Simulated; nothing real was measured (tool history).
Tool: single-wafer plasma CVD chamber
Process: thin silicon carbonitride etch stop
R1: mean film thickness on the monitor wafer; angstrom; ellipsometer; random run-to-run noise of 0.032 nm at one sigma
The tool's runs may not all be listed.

Run 1, hour 0.0: RF power (kW) 0.175, deposition time (s) 10.5. Result: R1 53.618 angstrom.
Run 2, hour 2.3: RF power (kW) 0.175, deposition time (s) 9.3. Result: R1 48.197 angstrom.
Run 3, hour 7.4: RF power (kW) 0.175, deposition time (s) 7.8. Result: R1 39.910 angstrom.
Run 4, hour 11.2: RF power (kW) 0.175, deposition time (s) 7.1. Result: R1 36.536 angstrom.
Run 5, hour 14.2: RF power (kW) 0.180, deposition time (s) 7.7. Result: R1 40.211 angstrom.
Run 6, hour 17.1: RF power (kW) 0.180, deposition time (s) 7.1. Result: R1 36.934 angstrom.
Run 7, hour 22.0: RF power (kW) 0.185, deposition time (s) 7.7. Result: R1 40.270 angstrom.
Run 8, hour 28.9: RF power (kW) 0.190, deposition time (s) 8.2. Result: R1 43.265 angstrom.
Run 9, hour 29.9: RF power (kW) 0.190, deposition time (s) 8.2. Result: R1 43.145 angstrom.

Run 10 is up next; what results do you expect?
Run 10, hour 31.5: RF power (kW) 0.220, deposition time (s) 9.9. Result: R1 ?.

R1: 53.736 angstrom
